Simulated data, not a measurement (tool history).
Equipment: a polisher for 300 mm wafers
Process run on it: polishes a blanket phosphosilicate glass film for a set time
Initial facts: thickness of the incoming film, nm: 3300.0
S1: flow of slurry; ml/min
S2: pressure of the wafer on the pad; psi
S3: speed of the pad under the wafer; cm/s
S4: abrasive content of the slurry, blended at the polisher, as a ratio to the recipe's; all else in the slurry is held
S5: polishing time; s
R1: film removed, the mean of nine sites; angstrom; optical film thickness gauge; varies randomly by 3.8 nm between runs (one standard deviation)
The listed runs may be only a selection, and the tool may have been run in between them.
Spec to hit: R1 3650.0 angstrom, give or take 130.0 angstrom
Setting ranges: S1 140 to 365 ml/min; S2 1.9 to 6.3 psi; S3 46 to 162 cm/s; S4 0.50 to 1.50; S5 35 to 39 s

run    day   S1   S2   S3    S4  S5      R1
  1  0.000  235  4.1  104  1.00  39  4881.3
  2  0.204  235  4.0  104  1.00  39  4733.8
  3  0.321  235  4.0  104  0.85  39  4363.7
  4  0.362  235  3.9  104  0.85  39  4168.3
  5  0.542  235  3.8  104  0.85  39  4194.1
  6  0.617  235  3.7  104  0.85  39  3947.9
  7  0.812  235  3.6  104  0.85  39  3900.0
  8  1.138  235  3.5  104  0.85  39  3875.0

4 next moves are on the table. One of them brings every result within its allowed miss. Which?
  A  1.462  280  3.0  110  0.80  39   ?
  B  1.462  225  3.6  114  0.80  35   ?
  C  1.462  240  4.0  102  0.85  37   ?
  D  1.462  260  3.0  128  0.85  39   ?

move      R1
   A  3367.8
   B  3579.9
   C  4003.1
   D  3926.7
A: takes the result that was furthest off past its target
B: hits every target within its allowed miss
C: the biggest miss grows against the last run
D: the biggest miss grows against the last run
Correct choice: B, which meets every target
